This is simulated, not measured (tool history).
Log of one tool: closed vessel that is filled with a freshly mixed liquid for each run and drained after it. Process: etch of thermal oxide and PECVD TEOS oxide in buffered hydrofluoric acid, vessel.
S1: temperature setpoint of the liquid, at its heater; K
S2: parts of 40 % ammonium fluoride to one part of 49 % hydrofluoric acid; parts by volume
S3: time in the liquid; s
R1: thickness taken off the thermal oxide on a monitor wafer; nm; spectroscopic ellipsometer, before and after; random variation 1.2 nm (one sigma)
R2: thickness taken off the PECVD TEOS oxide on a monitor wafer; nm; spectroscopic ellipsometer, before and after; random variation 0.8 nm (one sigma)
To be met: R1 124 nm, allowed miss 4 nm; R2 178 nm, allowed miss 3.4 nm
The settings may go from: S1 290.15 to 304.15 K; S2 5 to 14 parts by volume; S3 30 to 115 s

| run | hour | S1 | S2 | S3 | R1 | R2 |
|---|---|---|---|---|---|---|
| 1 | 0 | 296.15 | 8.5 | 60 | 91.308 | 133.19 |
| 2 | 7.3 | 297.15 | 8.5 | 60 | 96.374 | 139.85 |
| 3 | 9.5 | 297.65 | 8.5 | 60 | 100.38 | 143.99 |
| 4 | 10.9 | 297.65 | 8.5 | 50 | 83.326 | 119.55 |
| 5 | 11.4 | 295.65 | 8.5 | 50 | 74.624 | 107.99 |
|  | 16.1 | thermometer replaced |
| 6 | 16.1 | 295.65 | 10 | 50 | 56.791 | 83.064 |
| 7 | 17.2 | 296.65 | 10 | 50 | 60.301 | 87.79 |
| 8 | 24.5 | 297.65 | 9.5 | 50 | 67.115 | 95.744 |
| 9 | 31.4 | 298.15 | 9 | 50 | 69.209 | 100.74 |
| 10 | 33.1 | 298.15 | 8.5 | 50 | 74.934 | 107.96 |
| 11 | 41.7 | 298.15 | 8 | 50 | 78.681 | 114.74 |
| 12 | 48.9 | 302.15 | 7 | 50 | 116.48 | 164.89 |
| 13 | 56.2 | 303.15 | 7 | 50 | 120.94 | 173.55 |

4 next moves are on the table. One of them brings every result within its allowed miss. Which?
| A | 63.5 | 295.65 | 8 | 85 | ? | ? |
| B | 63.5 | 301.15 | 6 | 50 | ? | ? |
| C | 63.5 | 303.15 | 8 | 55 | ? | ? |
| D | 63.5 | 297.65 | 5 | 50 | ? | ? |

| move | R1 | R2 |
|---|---|---|
| A | 117.97 | 170.75 |
| B | 123.29 | 178.44 |
| C | 114.17 | 165.25 |
| D | 119.23 | 172.57 |
A: further off than the last run
B: meets every target
C: further off than the last run
D: further off than the last run
Move B is the one to make.
